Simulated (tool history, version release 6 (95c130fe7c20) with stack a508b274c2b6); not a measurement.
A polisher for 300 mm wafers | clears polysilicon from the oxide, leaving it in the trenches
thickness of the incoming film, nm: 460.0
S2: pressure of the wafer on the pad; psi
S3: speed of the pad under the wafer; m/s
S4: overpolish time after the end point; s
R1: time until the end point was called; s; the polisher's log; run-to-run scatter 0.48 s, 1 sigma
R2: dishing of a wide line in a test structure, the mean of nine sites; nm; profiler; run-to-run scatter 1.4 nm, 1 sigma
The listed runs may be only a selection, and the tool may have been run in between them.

{"run": 1, "hour": 0.0, "flow of slurry (ml/min)": 305, "S2": 2.1, "S3": 1.2, "S4": 11, "R1": 46.882, "R2": 50.892}
{"run": 2, "hour": 2.8, "flow of slurry (ml/min)": 265, "S2": 2.1, "S3": 1.2, "S4": 11, "R1": 49, "R2": 51.248}
{"run": 3, "hour": 9.9, "flow of slurry (ml/min)": 265, "S2": 2.1, "S3": 0.92, "S4": 11, "R1": 56.535, "R2": 48.605}
{"run": 4, "hour": 11.0, "flow of slurry (ml/min)": 265, "S2": 2.3, "S3": 0.92, "S4": 11, "R1": 51.139, "R2": 51.814}
{"run": 5, "hour": 18.7, "flow of slurry (ml/min)": 270, "S2": 2.5, "S3": 0.98, "S4": 10, "R1": 45.052, "R2": 51.331}
{"run": 6, "hour": 19.8, "flow of slurry (ml/min)": 275, "S2": 2.7, "S3": 1.04, "S4": 10, "R1": 41.951, "R2": 54.13}
{"run": 7, "hour": 21.6, "flow of slurry (ml/min)": 280, "S2": 2.8, "S3": 1.14, "S4": 9, "R1": 37.187, "R2": 53.706}
{"run": 8, "hour": 24.4, "flow of slurry (ml/min)": 280, "S2": 2.9, "S3": 1.2, "S4": 9, "R1": 34.617, "R2": 54.749}
{"run": 9, "hour": 28.2, "flow of slurry (ml/min)": 280, "S2": 3, "S3": 1.24, "S4": 9, "R1": 33.087, "R2": 54.003}
{"run": 10, "hour": 35.1, "flow of slurry (ml/min)": 280, "S2": 3.1, "S3": 1.28, "S4": 10, "R1": 31.423, "R2": 58.482}
{"run": 11, "hour": 37.7, "flow of slurry (ml/min)": 280, "S2": 3.1, "S3": 1.32, "S4": 10, "R1": 30.174, "R2": 57.055}
{"run": 12, "hour": 45.6, "flow of slurry (ml/min)": 280, "S2": 3.1, "S3": 1.32, "S4": 10, "R1": 31.382, "R2": 56.636}

What will run 13 give?
{"run": 13, "hour": 48.1, "flow of slurry (ml/min)": 285, "S2": 3.1, "S3": 1.36, "S4": 10, "R1": "?", "R2": "?"}

R1: 29.951 s
R2: 58.184 nm
